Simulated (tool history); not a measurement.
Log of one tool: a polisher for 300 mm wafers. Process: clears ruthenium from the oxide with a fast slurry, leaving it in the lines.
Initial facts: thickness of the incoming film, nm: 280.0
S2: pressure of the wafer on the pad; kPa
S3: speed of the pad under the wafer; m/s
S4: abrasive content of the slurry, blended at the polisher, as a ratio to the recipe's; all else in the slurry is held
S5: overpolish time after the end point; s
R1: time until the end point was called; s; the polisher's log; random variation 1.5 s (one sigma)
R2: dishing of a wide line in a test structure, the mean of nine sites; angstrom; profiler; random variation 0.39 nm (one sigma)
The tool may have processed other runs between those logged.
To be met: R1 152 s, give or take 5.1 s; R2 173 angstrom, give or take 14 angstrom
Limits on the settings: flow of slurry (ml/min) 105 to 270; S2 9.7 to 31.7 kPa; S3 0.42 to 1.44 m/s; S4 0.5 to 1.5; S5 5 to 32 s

run 1 hour=0 | flow_of_slurry_(ml/min)=175 S2=20.7 S3=0.92 S4=1 S5=16 | R1=63.141 R2=591.14
run 2 hour=1.4 | flow_of_slurry_(ml/min)=175 S2=23.4 S3=0.92 S4=1 S5=16 | R1=55.561 R2=676.45
run 3 hour=4.1 | flow_of_slurry_(ml/min)=175 S2=23.4 S3=0.92 S4=1 S5=22 | R1=55.644 R2=799.56
run 4 hour=5.6 | flow_of_slurry_(ml/min)=175 S2=20.7 S3=0.86 S4=1 S5=19 | R1=66.323 R2=663.97
run 5 hour=7.2 | flow_of_slurry_(ml/min)=175 S2=20.7 S3=0.94 S4=1 S5=19 | R1=62.256 R2=724.27
run 6 hour=8.2 | flow_of_slurry_(ml/min)=175 S2=20 S3=0.84 S4=0.95 S5=17 | R1=72.499 R2=583.52
run 7 hour=10.4 | flow_of_slurry_(ml/min)=165 S2=18.6 S3=0.76 S4=1 S5=15 | R1=82.065 R2=457.74
run 8 hour=18.9 | flow_of_slurry_(ml/min)=160 S2=13.1 S3=0.5 S4=1.05 S5=7 | R1=167.35 R2=125.07
run 9 hour=24.9 | flow_of_slurry_(ml/min)=160 S2=13.1 S3=0.5 S4=1.05 S5=8 | R1=166.96 R2=142.79
run 10 hour=27.9 | flow_of_slurry_(ml/min)=180 S2=15.2 S3=0.5 S4=1.05 S5=10 | R1=143.58 R2=198.37
run 11 hour=33.4 | flow_of_slurry_(ml/min)=175 S2=15.2 S3=0.5 S4=1.05 S5=10 | R1=144.33 R2=203.19
run 12 hour=35.9 | flow_of_slurry_(ml/min)=175 S2=15.2 S3=0.5 S4=1.05 S5=10 | R1=143.84 R2=204.31
run 13 hour=38.9 | flow_of_slurry_(ml/min)=170 S2=15.2 S3=0.5 S4=1.05 S5=10 | R1=147.21 R2=206.65
run 14 hour=45.8 | flow_of_slurry_(ml/min)=170 S2=15.2 S3=0.5 S4=1.05 S5=10 | R1=145.82 R2=201.29
run 15 hour=46.8 | flow_of_slurry_(ml/min)=165 S2=15.2 S3=0.5 S4=1.05 S5=10 | R1=145.49 R2=195.64
run 16 hour=51.7 | flow_of_slurry_(ml/min)=160 S2=15.2 S3=0.5 S4=1.05 S5=10 | R1=146.34 R2=195
run 17 hour=53.3 | flow_of_slurry_(ml/min)=155 S2=15.2 S3=0.5 S4=1.05 S5=10 | R1=147.55 R2=194.96

Exactly one of the 4 candidate moves below puts every result within its allowed miss. Which one?
run A hour=54.9 | flow_of_slurry_(ml/min)=155 S2=14.5 S3=0.54 S4=1.1 S5=10 | R1=? R2=?
run B hour=54.9 | flow_of_slurry_(ml/min)=145 S2=16.5 S3=0.48 S4=1.05 S5=10 | R1=? R2=?
run C hour=54.9 | flow_of_slurry_(ml/min)=120 S2=18.6 S3=0.48 S4=0.95 S5=8 | R1=? R2=?
run D hour=54.9 | flow_of_slurry_(ml/min)=170 S2=15.2 S3=0.48 S4=1.05 S5=9 | R1=? R2=?

move=A R1=138.77 R2=211.56
move=B R1=142.22 R2=206.81
move=C R1=138.91 R2=171.76
move=D R1=150.98 R2=177.39
A: the biggest miss grows against the last run
B: the biggest miss grows against the last run
C: the worst result of the last run now meets its target, but another is out of spec
D: every result within its allowed miss
Answer: D
